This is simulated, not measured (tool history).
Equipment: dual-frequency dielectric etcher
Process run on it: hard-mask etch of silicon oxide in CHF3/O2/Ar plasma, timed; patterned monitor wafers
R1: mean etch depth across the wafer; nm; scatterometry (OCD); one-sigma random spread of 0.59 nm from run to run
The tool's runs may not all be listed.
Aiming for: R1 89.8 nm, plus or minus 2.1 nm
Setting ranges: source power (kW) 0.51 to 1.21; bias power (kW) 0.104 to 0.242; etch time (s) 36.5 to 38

run 1 hour=0 | source_power_(kW)=0.86 bias_power_(kW)=0.173 etch_time_(s)=36.5 | R1=79.784
run 2 hour=1.8 | source_power_(kW)=0.86 bias_power_(kW)=0.173 etch_time_(s)=36.5 | R1=79.909
run 3 hour=5.5 | source_power_(kW)=0.88 bias_power_(kW)=0.174 etch_time_(s)=36.5 | R1=80.977
run 4 hour=14.5 | source_power_(kW)=0.88 bias_power_(kW)=0.188 etch_time_(s)=36.5 | R1=83.218
run 5 hour=19 | source_power_(kW)=0.89 bias_power_(kW)=0.189 etch_time_(s)=36.5 | R1=83.211
run 6 hour=24.5 | source_power_(kW)=0.89 bias_power_(kW)=0.189 etch_time_(s)=36.5 | R1=82.851
run 7 hour=31.5 | source_power_(kW)=0.91 bias_power_(kW)=0.19 etch_time_(s)=36.5 | R1=85.318
run 8 hour=34.1 | source_power_(kW)=0.92 bias_power_(kW)=0.19 etch_time_(s)=36.5 | R1=83.682

Exactly one of the 4 candidate moves below puts every result within its allowed miss. Which one?
run A hour=36.7 | source_power_(kW)=0.94 bias_power_(kW)=0.2 etch_time_(s)=38 | R1=?
run B hour=36.7 | source_power_(kW)=0.9 bias_power_(kW)=0.191 etch_time_(s)=37.5 | R1=?
run C hour=36.7 | source_power_(kW)=0.89 bias_power_(kW)=0.199 etch_time_(s)=37 | R1=?
run D hour=36.7 | source_power_(kW)=0.8 bias_power_(kW)=0.239 etch_time_(s)=36.5 | R1=?

move=A R1=89.236
move=B R1=85.721
move=C R1=85.065
move=D R1=84.547
A: hits every target within its allowed miss
B: better than the last run, though not everything is in spec
C: better than the last run, though not everything is in spec
D: better than the last run, though not everything is in spec
Answer: A
